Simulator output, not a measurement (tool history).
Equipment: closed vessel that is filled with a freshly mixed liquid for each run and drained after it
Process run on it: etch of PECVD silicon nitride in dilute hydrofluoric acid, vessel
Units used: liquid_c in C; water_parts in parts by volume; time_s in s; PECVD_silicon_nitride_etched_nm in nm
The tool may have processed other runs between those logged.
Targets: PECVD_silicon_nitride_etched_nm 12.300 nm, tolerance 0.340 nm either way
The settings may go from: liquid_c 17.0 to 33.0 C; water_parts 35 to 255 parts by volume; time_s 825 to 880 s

run  hour  liquid_c  water_parts  time_s  PECVD_silicon_nitride_etched_nm
  1   0.0      25.0          145     825                           19.754
  2   9.4      25.0          120     825                           23.599
  3  11.1      25.0          120     825                           23.826
  4  17.1      25.0           95     825                           29.785
  5  18.2      25.0           95     825                           29.745
  6  19.7      25.0           75     825                           37.766
  7  24.0      23.5           85     825                           30.204
  8  32.6      22.0           95     825                           24.344
  9  42.0      18.0          140     825                           12.924
     48.0  -- thermometer replaced
 10  48.0      17.0          140     825                           10.519
 11  57.1      17.5          140     825                           10.928
 12  59.4      18.0          140     825                           11.269
 13  64.8      18.5          140     825                           11.568
 14  71.6      19.0          140     825                           11.916

Which single option among these 4 for the next run brings every result within its allowed miss of target? Just one does.
  A  78.4      21.5          175     860                                ?
  B  78.4      20.0          165     870                                ?
  C  78.4      19.5          140     865                                ?
  D  78.4      17.0          125     865                                ?

move  PECVD_silicon_nitride_etched_nm
   A                           11.857
   B                           11.508
   C                           12.984
   D                           12.219
A: its largest miss is bigger than the last run's
B: its largest miss is bigger than the last run's
C: moves the result that the last run missed by most past its target, out the other side
D: each result inside its tolerance
So the answer is move D, the one that meets all the targets.
